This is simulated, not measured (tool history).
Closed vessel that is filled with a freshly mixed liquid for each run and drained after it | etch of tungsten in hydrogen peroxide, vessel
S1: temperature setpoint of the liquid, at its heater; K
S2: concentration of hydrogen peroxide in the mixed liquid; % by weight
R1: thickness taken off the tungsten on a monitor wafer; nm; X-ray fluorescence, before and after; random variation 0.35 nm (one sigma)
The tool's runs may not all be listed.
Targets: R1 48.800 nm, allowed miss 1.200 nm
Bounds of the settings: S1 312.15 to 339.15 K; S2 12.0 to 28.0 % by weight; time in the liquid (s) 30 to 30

{"run": 1, "hour": 0.0, "S1": 328.15, "S2": 19.0, "time in the liquid (s)": 30, "R1": 58.494}
{"run": 2, "hour": 8.6, "S1": 327.65, "S2": 19.0, "time in the liquid (s)": 30, "R1": 56.383}
{"run": 3, "hour": 13.4, "S1": 321.65, "S2": 19.0, "time in the liquid (s)": 30, "R1": 39.5}
{"run": 4, "hour": 14.6, "S1": 322.65, "S2": 19.0, "time in the liquid (s)": 30, "R1": 42.013}
{"run": 5, "hour": 18.6, "S1": 322.65, "S2": 19.0, "time in the liquid (s)": 30, "R1": 42.216}
{"run": 6, "hour": 25.7, "S1": 323.15, "S2": 19.0, "time in the liquid (s)": 30, "R1": 42.698}
{"run": 7, "hour": 34.7, "S1": 323.65, "S2": 19.0, "time in the liquid (s)": 30, "R1": 44.419}
{"run": 8, "hour": 39.2, "S1": 325.65, "S2": 19.0, "time in the liquid (s)": 30, "R1": 50.864}

Which of these 5 next moves meets every target?
{"run": "A", "hour": 43.7, "S1": 324.65, "S2": 22.0, "time in the liquid (s)": 30, "R1": "?"}
{"run": "B", "hour": 43.7, "S1": 325.15, "S2": 21.0, "time in the liquid (s)": 30, "R1": "?"}
{"run": "C", "hour": 43.7, "S1": 324.15, "S2": 21.5, "time in the liquid (s)": 30, "R1": "?"}
{"run": "D", "hour": 43.7, "S1": 326.15, "S2": 20.0, "time in the liquid (s)": 30, "R1": "?"}
{"run": "E", "hour": 43.7, "S1": 327.65, "S2": 12.0, "time in the liquid (s)": 30, "R1": "?"}

move=A R1=50.204
move=B R1=50.555
move=C R1=48.148
move=D R1=52.397
move=E R1=44.391
A: nearer than the last run, and not there yet
B: nearer than the last run, and not there yet
C: meets every target
D: further off than the last run
E: takes the result that was furthest off past its target
Answer: C
